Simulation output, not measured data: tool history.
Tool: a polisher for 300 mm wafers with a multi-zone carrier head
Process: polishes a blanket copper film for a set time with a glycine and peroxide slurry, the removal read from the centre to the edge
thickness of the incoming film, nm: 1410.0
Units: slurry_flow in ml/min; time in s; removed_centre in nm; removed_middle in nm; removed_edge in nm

run,hour,slurry_flow,centre_zone,middle_zone,edge_zone,time,removed_centre,removed_middle,removed_edge
1,0.0,205,1.00,1.00,1.00,49,154.97,155.61,155.46
2,6.9,210,1.02,1.02,1.01,50,162.12,160.97,162.10
3,15.6,165,1.02,1.02,1.01,50,154.95,152.79,156.50
4,17.8,180,1.03,1.04,1.02,51,160.30,161.75,161.00
5,22.5,180,1.03,1.04,1.10,51,159.68,162.73,168.31
6,26.4,190,1.05,1.06,1.10,52,172.16,171.64,173.77
7,28.9,200,1.06,1.07,1.11,52,169.66,175.38,173.06
8,30.1,210,1.07,1.08,1.11,53,176.88,177.93,178.68
9,37.8,220,1.08,1.09,1.10,54,185.72,182.72,180.85
10,44.7,220,1.08,1.09,1.10,54,180.02,185.39,181.77
11,49.3,225,1.09,1.10,1.09,55,192.91,190.84,184.09
12,52.1,230,1.10,1.11,1.10,55,191.96,189.81,186.88
13,59.4,235,1.10,1.12,1.09,56,197.60,197.85,191.56

Forecast run 14:
14,68.2,240,1.10,1.13,1.08,56,?,?,?

{"run 14": {"removed_centre": 198.24, "removed_middle": 198.25, "removed_edge": 191.42}}
